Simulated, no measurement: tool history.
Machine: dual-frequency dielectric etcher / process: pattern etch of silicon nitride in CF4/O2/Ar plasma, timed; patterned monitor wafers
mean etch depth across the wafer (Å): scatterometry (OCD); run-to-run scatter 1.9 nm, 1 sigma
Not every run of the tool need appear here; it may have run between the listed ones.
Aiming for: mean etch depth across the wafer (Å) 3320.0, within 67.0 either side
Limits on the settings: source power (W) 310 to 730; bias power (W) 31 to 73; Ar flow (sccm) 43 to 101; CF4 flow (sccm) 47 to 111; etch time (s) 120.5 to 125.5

run	day	source power (W)	bias power (W)	Ar flow (sccm)	CF4 flow (sccm)	etch time (s)	mean etch depth across the wafer (Å)
1	0.000	520	52	72	79	120.5	2531.1
2	0.196	550	52	72	79	120.5	2613.5
3	0.308	580	52	72	79	120.5	2724.3
4	0.583	580	52	72	79	120.5	2741.8
5	0.621	580	52	72	91	120.5	2782.2
6	0.717	600	52	72	91	120.5	2847.3
# day 1.017: CF4 flow controller replaced
7	1.017	620	52	72	91	120.5	2970.8
8	1.208	690	53	72	91	120.5	3236.3

5 next moves are on the table. One of them brings every result within its allowed miss. Which?
A	1.400	730	48	64	81	121.0	?
B	1.400	650	47	56	98	122.5	?
C	1.400	670	52	72	88	122.0	?
D	1.400	660	49	62	92	123.0	?
E	1.400	730	52	76	98	125.5	?

move	mean etch depth across the wafer (Å)
A	3305.6
B	3125.4
C	3176.8
D	3168.7
E	3509.8
A: all results in spec
B: the biggest miss grows against the last run
C: the biggest miss grows against the last run
D: the biggest miss grows against the last run
E: moves the result that the last run missed by most past its target, out the other side
The move that meets every target is A.
